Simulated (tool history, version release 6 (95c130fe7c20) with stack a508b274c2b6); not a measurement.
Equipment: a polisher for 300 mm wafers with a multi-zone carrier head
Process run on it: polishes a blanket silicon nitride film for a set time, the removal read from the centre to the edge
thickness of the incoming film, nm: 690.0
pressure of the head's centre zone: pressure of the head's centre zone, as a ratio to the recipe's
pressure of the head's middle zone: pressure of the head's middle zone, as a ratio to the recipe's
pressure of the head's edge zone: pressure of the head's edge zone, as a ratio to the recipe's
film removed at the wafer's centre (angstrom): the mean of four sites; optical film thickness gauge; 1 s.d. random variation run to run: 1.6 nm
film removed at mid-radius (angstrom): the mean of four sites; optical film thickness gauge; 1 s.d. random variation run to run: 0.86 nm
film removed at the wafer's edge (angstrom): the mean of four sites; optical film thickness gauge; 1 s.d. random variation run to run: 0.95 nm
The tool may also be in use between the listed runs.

run  hour  flow of slurry (ml/min)  pressure of the head's centre zone  pressure of the head's middle zone  pressure of the head's edge zone  polishing time (s)  film removed at the wafer's centre (angstrom)  film removed at mid-radius (angstrom)  film removed at the wafer's edge (angstrom)
  1   0.0                      240                                1.00                                1.00                              1.00                  63                                         972.47                                 946.38                                       962.97
  2   1.2                      240                                1.00                                1.06                              1.00                  63                                         964.84                                 996.28                                       970.66
  3   9.7                      240                                0.99                                1.05                              1.03                  66                                        1024.70                                1022.70                                      1025.70
  4  16.6                      240                                0.99                                1.01                              1.03                  66                                        1015.80                                1001.10                                      1038.30
  5  22.7                      240                                0.99                                0.94                              1.03                  66                                        1026.80                                 944.34                                      1027.40
  6  23.3                      240                                0.99                                0.94                              1.03                  76                                        1157.50                                1072.50                                      1183.60

For run 7, what comes out?
  7  27.5                      250                                0.98                                0.95                              1.06                  77                                              ?                                      ?                                            ?

film removed at the wafer's centre (angstrom): 1169.70
film removed at mid-radius (angstrom): 1111.60
film removed at the wafer's edge (angstrom): 1215.20
